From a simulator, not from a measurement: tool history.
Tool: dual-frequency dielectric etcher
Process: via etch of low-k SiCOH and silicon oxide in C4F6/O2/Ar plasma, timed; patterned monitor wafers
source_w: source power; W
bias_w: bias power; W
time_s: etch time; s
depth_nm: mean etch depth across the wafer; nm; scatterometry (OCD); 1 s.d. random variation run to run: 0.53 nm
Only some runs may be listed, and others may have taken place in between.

{"run": 1, "hour": 0.0, "source_w": 440, "bias_w": 143, "time_s": 72.5, "depth_nm": 190.1}
{"run": 2, "hour": 5.6, "source_w": 410, "bias_w": 142, "time_s": 72.5, "depth_nm": 183.77}
{"run": 3, "hour": 13.9, "source_w": 390, "bias_w": 141, "time_s": 72.5, "depth_nm": 178.63}
{"run": 4, "hour": 21.0, "source_w": 390, "bias_w": 128, "time_s": 72.5, "depth_nm": 176.03}
{"run": 5, "hour": 23.6, "source_w": 390, "bias_w": 146, "time_s": 72.5, "depth_nm": 179.99}
{"run": 6, "hour": 27.2, "source_w": 390, "bias_w": 155, "time_s": 72.5, "depth_nm": 182.07}
{"run": 7, "hour": 33.9, "source_w": 370, "bias_w": 154, "time_s": 72.5, "depth_nm": 178}

Run 8, settings as shown, results not yet in. Your forecast:
{"run": 8, "hour": 42.7, "source_w": 360, "bias_w": 153, "time_s": 72.5, "depth_nm": "?"}

Logged for run 8: depth_nm 174.44 nm.
